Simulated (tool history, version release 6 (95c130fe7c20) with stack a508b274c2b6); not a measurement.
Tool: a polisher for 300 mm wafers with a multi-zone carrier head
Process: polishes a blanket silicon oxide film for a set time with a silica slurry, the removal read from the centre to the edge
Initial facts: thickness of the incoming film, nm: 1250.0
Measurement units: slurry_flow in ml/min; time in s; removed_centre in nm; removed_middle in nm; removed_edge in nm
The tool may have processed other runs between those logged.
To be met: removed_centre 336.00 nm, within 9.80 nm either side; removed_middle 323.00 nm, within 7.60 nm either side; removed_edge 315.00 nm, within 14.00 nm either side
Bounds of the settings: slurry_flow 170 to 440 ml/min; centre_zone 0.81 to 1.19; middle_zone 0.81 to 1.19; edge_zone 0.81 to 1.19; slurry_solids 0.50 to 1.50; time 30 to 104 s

{"run": 1, "hour": 0.0, "slurry_flow": 280, "centre_zone": 1.0, "middle_zone": 1.0, "edge_zone": 1.0, "slurry_solids": 1.0, "time": 67, "removed_centre": 255.57, "removed_middle": 264.25, "removed_edge": 257.41}
{"run": 2, "hour": 0.9, "slurry_flow": 280, "centre_zone": 1.05, "middle_zone": 1.0, "edge_zone": 1.0, "slurry_solids": 1.0, "time": 67, "removed_centre": 265.36, "removed_middle": 262.06, "removed_edge": 261.23}
{"run": 3, "hour": 4.3, "slurry_flow": 300, "centre_zone": 1.09, "middle_zone": 1.03, "edge_zone": 1.02, "slurry_solids": 1.05, "time": 67, "removed_centre": 281.46, "removed_middle": 277.13, "removed_edge": 267.54}
{"run": 4, "hour": 9.7, "slurry_flow": 300, "centre_zone": 1.09, "middle_zone": 1.03, "edge_zone": 1.02, "slurry_solids": 0.9, "time": 67, "removed_centre": 266.15, "removed_middle": 258.1, "removed_edge": 249.57}
{"run": 5, "hour": 15.7, "slurry_flow": 335, "centre_zone": 1.09, "middle_zone": 1.03, "edge_zone": 1.02, "slurry_solids": 0.9, "time": 67, "removed_centre": 269.01, "removed_middle": 264.64, "removed_edge": 251.33}
{"run": 6, "hour": 18.4, "slurry_flow": 370, "centre_zone": 1.09, "middle_zone": 1.03, "edge_zone": 1.02, "slurry_solids": 0.9, "time": 67, "removed_centre": 275.27, "removed_middle": 262.35, "removed_edge": 254.85}
{"run": 7, "hour": 22.0, "slurry_flow": 420, "centre_zone": 1.14, "middle_zone": 1.13, "edge_zone": 1.12, "slurry_solids": 1.15, "time": 68, "removed_centre": 324.48, "removed_middle": 320.62, "removed_edge": 302.21}
{"run": 8, "hour": 29.9, "slurry_flow": 420, "centre_zone": 1.14, "middle_zone": 1.13, "edge_zone": 1.13, "slurry_solids": 1.15, "time": 68, "removed_centre": 327.93, "removed_middle": 319.31, "removed_edge": 295.53}

Next run, 5 choices. One meets every target within its allowed miss, the rest don't. Which?
{"run": "A", "hour": 37.8, "slurry_flow": 400, "centre_zone": 1.17, "middle_zone": 1.19, "edge_zone": 1.12, "slurry_solids": 1.0, "time": 69, "removed_centre": "?", "removed_middle": "?", "removed_edge": "?"}
{"run": "B", "hour": 37.8, "slurry_flow": 440, "centre_zone": 1.08, "middle_zone": 0.95, "edge_zone": 1.16, "slurry_solids": 1.0, "time": 79, "removed_centre": "?", "removed_middle": "?", "removed_edge": "?"}
{"run": "C", "hour": 37.8, "slurry_flow": 400, "centre_zone": 1.06, "middle_zone": 1.08, "edge_zone": 1.18, "slurry_solids": 1.35, "time": 68, "removed_centre": "?", "removed_middle": "?", "removed_edge": "?"}
{"run": "D", "hour": 37.8, "slurry_flow": 435, "centre_zone": 1.07, "middle_zone": 1.06, "edge_zone": 1.16, "slurry_solids": 1.2, "time": 69, "removed_centre": "?", "removed_middle": "?", "removed_edge": "?"}
{"run": "E", "hour": 37.8, "slurry_flow": 440, "centre_zone": 1.11, "middle_zone": 1.05, "edge_zone": 1.09, "slurry_solids": 1.15, "time": 72, "removed_centre": "?", "removed_middle": "?", "removed_edge": "?"}

move=A removed_centre=320.17 removed_middle=322.90 removed_edge=286.93
move=B removed_centre=340.19 removed_middle=307.39 removed_edge=337.40
move=C removed_centre=319.26 removed_middle=327.59 removed_edge=325.39
move=D removed_centre=315.54 removed_middle=315.51 removed_edge=315.27
move=E removed_centre=336.56 removed_middle=321.68 removed_edge=313.91
A: lands further from the targets than the last run did
B: pushes the last run's worst result past its target
C: puts the biggest miss on target and leaves a different result outside tolerance
D: puts the biggest miss on target and leaves a different result outside tolerance
E: every result lands within tolerance
So the answer is move E, the one that meets all the targets.
